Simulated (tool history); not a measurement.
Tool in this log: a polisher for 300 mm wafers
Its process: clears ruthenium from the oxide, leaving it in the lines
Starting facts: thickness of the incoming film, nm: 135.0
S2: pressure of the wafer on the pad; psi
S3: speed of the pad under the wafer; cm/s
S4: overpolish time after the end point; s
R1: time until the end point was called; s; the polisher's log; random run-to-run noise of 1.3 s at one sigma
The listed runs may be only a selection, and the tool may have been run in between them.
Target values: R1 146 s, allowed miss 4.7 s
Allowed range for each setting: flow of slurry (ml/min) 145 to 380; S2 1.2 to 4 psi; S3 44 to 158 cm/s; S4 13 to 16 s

{"run": 1, "day": 0.0, "flow of slurry (ml/min)": 245, "S2": 2.6, "S3": 100, "S4": 16, "R1": 96.673}
{"run": 2, "day": 0.092, "flow of slurry (ml/min)": 245, "S2": 2.3, "S3": 100, "S4": 16, "R1": 103.88}
{"run": 3, "day": 0.4, "flow of slurry (ml/min)": 245, "S2": 2, "S3": 100, "S4": 16, "R1": 111.33}
{"run": 4, "day": 0.458, "flow of slurry (ml/min)": 225, "S2": 2, "S3": 100, "S4": 16, "R1": 111.44}
{"run": 5, "day": 0.742, "flow of slurry (ml/min)": 225, "S2": 2, "S3": 112, "S4": 16, "R1": 102.57}
{"run": 6, "day": 1.012, "flow of slurry (ml/min)": 225, "S2": 2.2, "S3": 112, "S4": 16, "R1": 97.451}
{"run": 7, "day": 1.333, "flow of slurry (ml/min)": 225, "S2": 1.9, "S3": 106, "S4": 16, "R1": 111.18}
{"run": 8, "day": 1.438, "flow of slurry (ml/min)": 225, "S2": 1.7, "S3": 104, "S4": 16, "R1": 118.64}
{"run": 9, "day": 1.683, "flow of slurry (ml/min)": 225, "S2": 1.6, "S3": 102, "S4": 16, "R1": 123.44}
{"run": 10, "day": 1.871, "flow of slurry (ml/min)": 225, "S2": 1.5, "S3": 100, "S4": 16, "R1": 133.74}
{"run": 11, "day": 2.083, "flow of slurry (ml/min)": 225, "S2": 1.4, "S3": 100, "S4": 16, "R1": 135.32}
{"run": 12, "day": 2.412, "flow of slurry (ml/min)": 225, "S2": 1.3, "S3": 100, "S4": 16, "R1": 139.44}

Below are 4 possible settings for the next run. Only one of them brings all results inside the allowed miss of their targets. Which is it?
{"run": "A", "day": 2.742, "flow of slurry (ml/min)": 205, "S2": 1.8, "S3": 90, "S4": 14, "R1": "?"}
{"run": "B", "day": 2.742, "flow of slurry (ml/min)": 225, "S2": 1.4, "S3": 100, "S4": 13, "R1": "?"}
{"run": "C", "day": 2.742, "flow of slurry (ml/min)": 230, "S2": 1.2, "S3": 98, "S4": 16, "R1": "?"}
{"run": "D", "day": 2.742, "flow of slurry (ml/min)": 165, "S2": 1.3, "S3": 112, "S4": 16, "R1": "?"}

move=A R1=130.69
move=B R1=135.74
move=C R1=147.75
move=D R1=131.09
A: further off than the last run
B: further off than the last run
C: all results land within tolerance of their targets
D: further off than the last run
So the answer is move C, the one that meets all the targets.
